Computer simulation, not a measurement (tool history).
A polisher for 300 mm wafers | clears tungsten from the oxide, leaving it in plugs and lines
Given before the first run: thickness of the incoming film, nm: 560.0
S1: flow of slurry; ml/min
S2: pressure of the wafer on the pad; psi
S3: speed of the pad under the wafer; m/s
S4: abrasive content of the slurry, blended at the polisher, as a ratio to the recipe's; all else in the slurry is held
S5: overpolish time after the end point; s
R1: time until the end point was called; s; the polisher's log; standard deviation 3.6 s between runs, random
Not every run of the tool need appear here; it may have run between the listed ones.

| run | hour | S1 | S2 | S3 | S4 | S5 | R1 |
|---|---|---|---|---|---|---|---|
| 1 | 0.0 | 205 | 4.8 | 0.86 | 1.0 | 46 | 117.35 |
| 2 | 3.0 | 205 | 4.8 | 0.86 | 0.9 | 46 | 121.68 |
| 3 | 10.6 | 205 | 4.8 | 0.66 | 0.9 | 46 | 153.19 |
| 4 | 11.6 | 205 | 4.4 | 0.66 | 0.9 | 46 | 165.74 |
| 5 | 13.4 | 205 | 4.1 | 0.66 | 0.9 | 46 | 184.58 |
| 6 | 18.7 | 205 | 4.1 | 0.74 | 0.9 | 46 | 162.80 |
| 7 | 25.1 | 205 | 3.8 | 0.74 | 0.9 | 46 | 174.81 |

For run 8, what comes out?
| 8 | 32.9 | 205 | 3.5 | 0.74 | 0.9 | 46 | ? |

R1: 190.36 s
